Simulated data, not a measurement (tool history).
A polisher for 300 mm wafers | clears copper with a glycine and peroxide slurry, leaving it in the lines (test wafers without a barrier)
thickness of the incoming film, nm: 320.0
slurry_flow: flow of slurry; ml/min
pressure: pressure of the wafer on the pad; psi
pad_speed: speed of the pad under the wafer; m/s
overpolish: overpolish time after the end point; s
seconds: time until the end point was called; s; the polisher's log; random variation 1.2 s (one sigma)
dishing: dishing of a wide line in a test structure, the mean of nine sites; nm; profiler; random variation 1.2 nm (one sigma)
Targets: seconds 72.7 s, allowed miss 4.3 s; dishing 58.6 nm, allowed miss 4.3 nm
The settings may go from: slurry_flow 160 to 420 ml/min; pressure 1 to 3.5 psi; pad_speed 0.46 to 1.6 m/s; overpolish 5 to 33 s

run,day,slurry_flow,pressure,pad_speed,overpolish,seconds,dishing
1,0,270,2.2,1.02,17,78.59,39.789
2,0.3,300,2.2,1.02,17,79.953,40.244
3,0.492,300,2.3,1.02,18,75.775,43.076
4,0.725,260,2.3,1.02,18,76.098,43.425
5,0.95,260,2,1.02,18,84.634,39.428
6,1.183,260,2,0.82,18,101.21,35.787
7,1.554,260,2.6,0.84,23,81.154,50.387
8,1.792,260,2.7,0.84,23,78.947,52.724

5 next moves are on the table. One of them brings every result within its allowed miss. Which?
A,2.029,200,2.8,0.82,22,?,?
B,2.029,260,2.7,0.84,18,?,?
C,2.029,270,2.9,0.86,24,?,?
D,2.029,225,2.3,0.78,29,?,?
E,2.029,275,2.7,0.98,16,?,?

move,seconds,dishing
A,79.627,50.27
B,79.069,42.909
C,73.246,57.372
D,95.199,53.574
E,69.619,43.081
A: further off than the last run
B: further off than the last run
C: meets every target
D: further off than the last run
E: brings the result that was furthest off to its target, and leaves another outside
Answer: C
